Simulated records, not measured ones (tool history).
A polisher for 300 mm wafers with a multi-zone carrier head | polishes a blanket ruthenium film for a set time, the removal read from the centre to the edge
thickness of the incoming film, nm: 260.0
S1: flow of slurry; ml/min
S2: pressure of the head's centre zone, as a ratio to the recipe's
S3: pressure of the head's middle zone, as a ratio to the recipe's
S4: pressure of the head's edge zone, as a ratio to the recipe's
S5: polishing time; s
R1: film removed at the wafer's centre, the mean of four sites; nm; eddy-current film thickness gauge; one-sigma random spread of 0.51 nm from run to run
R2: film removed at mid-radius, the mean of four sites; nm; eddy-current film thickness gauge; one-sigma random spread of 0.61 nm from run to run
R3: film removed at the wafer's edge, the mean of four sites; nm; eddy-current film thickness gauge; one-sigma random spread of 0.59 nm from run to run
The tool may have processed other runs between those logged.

run  hour   S1    S2    S3    S4  S5      R1      R2      R3
  1   0.0  140  1.00  1.00  1.00  41  57.465  56.874  54.553
  2   4.1  145  0.99  1.00  1.02  42  57.742  57.455  56.419
  3   9.9  150  0.98  1.01  1.04  43  59.227  59.898  59.138
  4  14.1  150  0.91  1.01  1.04  43  55.288  60.220  58.873
     18.4  -- edge zone pressure recalibrated
  5  18.4  150  0.97  1.01  1.04  43  58.139  61.313  61.192
  6  24.8  160  0.97  1.01  1.04  43  58.844  61.316  61.452
  7  33.0  165  0.97  1.02  1.04  43  60.113  61.517  61.146
  8  40.2  170  0.96  1.03  1.05  43  60.067  62.503  62.237
  9  43.5  175  0.95  1.04  1.06  43  59.570  62.663  61.844
 10  52.1  180  0.89  1.08  1.16  48  61.827  73.296  73.570
 11  60.0  180  0.89  1.08  1.15  48  62.558  74.668  72.936

Estimate the outcome of run 12 from the log above:
 12  61.4  180  0.89  1.07  1.15  48   ?   ?   ?

Run 12 gave R1 61.856 nm, R2 74.705 nm, R3 73.860 nm.

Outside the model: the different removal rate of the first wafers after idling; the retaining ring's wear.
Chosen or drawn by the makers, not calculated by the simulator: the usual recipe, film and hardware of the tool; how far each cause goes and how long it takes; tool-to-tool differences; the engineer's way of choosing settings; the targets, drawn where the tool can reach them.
